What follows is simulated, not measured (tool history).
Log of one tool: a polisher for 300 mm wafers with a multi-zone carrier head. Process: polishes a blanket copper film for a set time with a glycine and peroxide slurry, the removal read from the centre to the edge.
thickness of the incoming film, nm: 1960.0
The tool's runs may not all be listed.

| run | day | flow of slurry (ml/min) | pressure of the head's centre zone | pressure of the head's middle zone | pressure of the head's edge zone | polishing time (s) | film removed at the wafer's centre (Å) | film removed at mid-radius (Å) | film removed at the wafer's edge (Å) |
|---|---|---|---|---|---|---|---|---|---|
| 1 | 0.000 | 120 | 1.00 | 1.00 | 1.00 | 33 | 2403.0 | 2411.7 | 2412.7 |
| 2 | 0.121 | 120 | 1.00 | 1.05 | 1.00 | 33 | 2418.8 | 2524.2 | 2401.3 |
| 3 | 0.192 | 120 | 1.00 | 1.05 | 1.00 | 28 | 2045.2 | 2125.9 | 2056.3 |
| 4 | 0.221 | 120 | 1.00 | 1.05 | 1.06 | 28 | 2041.9 | 2141.4 | 2105.6 |
| 5 | 0.267 | 130 | 1.03 | 1.02 | 1.09 | 29 | 2233.9 | 2195.9 | 2222.2 |
| 6 | 0.371 | 135 | 1.05 | 0.99 | 1.11 | 30 | 2367.5 | 2236.4 | 2333.0 |
| 7 | 0.596 | 145 | 1.07 | 0.97 | 1.13 | 30 | 2465.0 | 2289.8 | 2438.4 |
| 8 | 0.929 | 150 | 1.09 | 0.94 | 1.13 | 30 | 2533.7 | 2235.9 | 2419.7 |
| 9 | 1.050 | 155 | 1.10 | 0.92 | 1.14 | 30 | 2595.4 | 2164.6 | 2490.9 |
| 10 | 1.150 | 185 | 1.14 | 0.94 | 1.15 | 30 | 2762.0 | 2300.5 | 2477.9 |
| 11 | 1.467 | 185 | 1.14 | 0.93 | 1.16 | 30 | 2774.0 | 2276.7 | 2500.3 |

Run 12 comes next. What will it give?
| 12 | 1.762 | 185 | 1.14 | 0.92 | 1.17 | 30 | ? | ? | ? |

Run 12 produced film removed at the wafer's centre (Å) 2732.6, film removed at mid-radius (Å) 2247.7, film removed at the wafer's edge (Å) 2515.3.
